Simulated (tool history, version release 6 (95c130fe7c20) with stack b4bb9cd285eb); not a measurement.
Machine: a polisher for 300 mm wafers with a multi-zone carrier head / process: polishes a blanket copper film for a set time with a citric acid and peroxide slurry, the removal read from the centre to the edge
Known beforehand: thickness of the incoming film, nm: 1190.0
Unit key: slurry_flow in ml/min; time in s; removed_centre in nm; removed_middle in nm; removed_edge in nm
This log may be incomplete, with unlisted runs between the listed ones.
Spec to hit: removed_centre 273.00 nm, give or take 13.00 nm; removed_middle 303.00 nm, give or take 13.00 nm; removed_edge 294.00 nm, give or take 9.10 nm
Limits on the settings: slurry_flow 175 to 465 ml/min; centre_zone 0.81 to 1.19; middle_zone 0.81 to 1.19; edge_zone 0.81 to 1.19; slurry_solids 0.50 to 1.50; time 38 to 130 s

| run | hour | slurry_flow | centre_zone | middle_zone | edge_zone | slurry_solids | time | removed_centre | removed_middle | removed_edge |
|---|---|---|---|---|---|---|---|---|---|---|
| 1 | 0.0 | 295 | 1.00 | 1.00 | 1.00 | 1.00 | 84 | 209.44 | 199.29 | 203.01 |
| 2 | 5.2 | 295 | 0.99 | 1.02 | 1.02 | 1.05 | 86 | 213.90 | 212.11 | 214.21 |
| 3 | 11.5 | 295 | 0.99 | 1.02 | 1.02 | 1.20 | 86 | 217.06 | 214.20 | 218.68 |
| 4 | 13.3 | 295 | 0.99 | 1.02 | 1.02 | 1.05 | 86 | 211.98 | 211.42 | 213.05 |
| 5 | 20.4 | 295 | 0.99 | 1.04 | 1.04 | 1.10 | 88 | 216.46 | 222.67 | 224.66 |
| 6 | 27.0 | 295 | 0.99 | 1.04 | 0.98 | 1.10 | 88 | 217.73 | 221.15 | 217.01 |
| 7 | 31.9 | 295 | 0.99 | 1.04 | 0.98 | 1.10 | 88 | 216.60 | 217.96 | 214.90 |
| 8 | 36.0 | 300 | 1.00 | 1.06 | 1.00 | 1.15 | 89 | 232.29 | 231.25 | 225.14 |
| 9 | 41.4 | 300 | 1.00 | 1.07 | 1.02 | 1.20 | 90 | 235.41 | 238.26 | 230.31 |
| 10 | 45.8 | 300 | 1.00 | 1.08 | 1.04 | 1.25 | 91 | 233.89 | 243.19 | 236.70 |
| 11 | 53.0 | 305 | 1.00 | 1.09 | 1.05 | 1.30 | 92 | 240.69 | 251.27 | 242.61 |
| 12 | 55.3 | 305 | 1.00 | 1.10 | 1.06 | 1.35 | 93 | 242.58 | 256.60 | 251.09 |
| 13 | 57.7 | 305 | 1.00 | 1.10 | 1.06 | 1.35 | 93 | 251.34 | 255.32 | 244.11 |

Pick the move, out of 5, that brings all results within their allowed miss; only one does.
| A | 60.1 | 325 | 0.94 | 1.19 | 1.11 | 1.35 | 100 | ? | ? | ? |
| B | 60.1 | 325 | 1.03 | 0.81 | 1.07 | 1.45 | 82 | ? | ? | ? |
| C | 60.1 | 335 | 1.02 | 1.10 | 1.07 | 1.50 | 105 | ? | ? | ? |
| D | 60.1 | 360 | 0.82 | 1.15 | 0.98 | 0.95 | 121 | ? | ? | ? |
| E | 60.1 | 280 | 0.94 | 1.10 | 1.06 | 1.45 | 108 | ? | ? | ? |

| move | removed_centre | removed_middle | removed_edge |
|---|---|---|---|
| A | 254.24 | 304.09 | 276.06 |
| B | 231.95 | 183.47 | 227.23 |
| C | 297.88 | 306.65 | 292.74 |
| D | 248.44 | 331.24 | 290.67 |
| E | 275.47 | 308.50 | 294.01 |
A: closes in on the targets versus the last run, not all within tolerance yet
B: moves away from the targets compared with the last run
C: meets the target for the result that was furthest off, but another lies outside its allowed miss
D: meets the target for the result that was furthest off, but another lies outside its allowed miss
E: each result inside its tolerance
The move that meets every target is E.
